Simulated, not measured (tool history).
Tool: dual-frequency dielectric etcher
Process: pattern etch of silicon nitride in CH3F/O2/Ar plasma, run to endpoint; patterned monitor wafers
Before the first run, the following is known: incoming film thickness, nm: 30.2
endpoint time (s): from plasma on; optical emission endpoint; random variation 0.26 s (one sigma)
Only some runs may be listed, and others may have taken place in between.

run,hour,source power (W),bias power (W),endpoint time (s)
1,0.0,550,74,36.313
2,1.6,510,74,37.629
3,6.6,540,75,36.054
4,8.7,560,76,36.232
5,10.6,560,68,36.929
6,14.9,630,68,35.055

The next listed run, before its measurement:
7,18.8,650,70,?

{"run 7": {"endpoint time (s)": 34.227}}
